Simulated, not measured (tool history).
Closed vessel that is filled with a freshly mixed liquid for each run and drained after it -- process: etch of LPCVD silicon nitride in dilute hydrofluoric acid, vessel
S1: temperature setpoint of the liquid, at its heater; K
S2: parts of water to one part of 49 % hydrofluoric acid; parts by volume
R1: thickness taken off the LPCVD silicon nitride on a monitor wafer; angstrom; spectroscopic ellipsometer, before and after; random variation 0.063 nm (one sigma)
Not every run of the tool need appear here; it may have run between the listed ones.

run 1 day=0 | S1=296.15 S2=70 time_in_the_liquid_(s)=820 | R1=49.78
run 2 day=0.338 | S1=296.15 S2=70 time_in_the_liquid_(s)=610 | R1=36.843
run 3 day=0.392 | S1=297.15 S2=70 time_in_the_liquid_(s)=610 | R1=39.083
run 4 day=0.529 | S1=299.15 S2=70 time_in_the_liquid_(s)=610 | R1=45.298
run 5 day=0.579 | S1=301.65 S2=70 time_in_the_liquid_(s)=610 | R1=53.324
run 6 day=0.733 | S1=302.15 S2=70 time_in_the_liquid_(s)=610 | R1=55.162
run 7 day=1.096 | S1=302.65 S2=70 time_in_the_liquid_(s)=610 | R1=56.628

What will run 8 give?
run 8 day=1.342 | S1=303.65 S2=60 time_in_the_liquid_(s)=615 | R1=?

R1: 70.313 angstrom
